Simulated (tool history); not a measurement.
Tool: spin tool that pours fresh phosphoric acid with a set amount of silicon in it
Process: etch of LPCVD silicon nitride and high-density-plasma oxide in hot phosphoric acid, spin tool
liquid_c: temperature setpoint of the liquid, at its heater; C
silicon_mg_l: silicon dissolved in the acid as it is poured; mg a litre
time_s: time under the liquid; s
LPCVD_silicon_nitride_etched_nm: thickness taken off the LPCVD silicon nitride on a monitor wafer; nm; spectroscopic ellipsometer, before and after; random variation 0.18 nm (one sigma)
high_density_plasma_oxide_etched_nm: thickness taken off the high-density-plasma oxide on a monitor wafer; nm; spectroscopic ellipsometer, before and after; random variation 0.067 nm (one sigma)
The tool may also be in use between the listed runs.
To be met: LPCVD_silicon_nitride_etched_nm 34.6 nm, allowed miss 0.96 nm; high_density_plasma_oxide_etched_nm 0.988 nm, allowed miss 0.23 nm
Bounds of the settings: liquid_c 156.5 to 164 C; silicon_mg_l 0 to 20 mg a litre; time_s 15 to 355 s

run,hour,liquid_c,silicon_mg_l,time_s,LPCVD_silicon_nitride_etched_nm,high_density_plasma_oxide_etched_nm
1,0,159,9,180,17.658,0.41154
2,1.6,159,9,225,21.955,0.49343
3,9.3,159.5,8,235,23.335,0.55316
4,12.2,159.5,11.5,235,23.5,0.50401
5,13,160,10.5,245,24.784,0.592
6,18.2,160.5,10,255,26.312,0.55893
7,23.4,160,8,265,26.772,0.74936
8,32.3,160.5,8.5,275,28.32,0.68838
9,39.1,160.5,8,285,29.301,0.75555
10,47.2,160.5,7.5,290,29.902,0.79994
11,53.4,160.5,7.5,290,29.847,0.76831
12,60.8,160.5,7,295,30.112,0.76805
13,64.9,161,6.5,300,31.247,0.95062
14,66.5,161.5,7,300,31.941,0.81119
15,68.3,161.5,6.5,305,32.072,0.88464
16,70.7,161.5,6.5,310,33.086,0.82662
17,73.8,161.5,6.5,315,33.473,1.0257
18,80.1,161.5,7,315,33.559,0.8853

Which of these 4 next moves meets every target?
A,86.4,163,8,310,?,?
B,86.4,161.5,10.5,345,?,?
C,86.4,164,10,325,?,?
D,86.4,162,4.5,300,?,?

move,LPCVD_silicon_nitride_etched_nm,high_density_plasma_oxide_etched_nm
A,34.446,0.95127
B,36.471,0.89794
C,37.326,1.0271
D,32.246,0.91927
A: meets every target
B: takes the result that was furthest off past its target
C: takes the result that was furthest off past its target
D: further off than the last run
The right move is A.
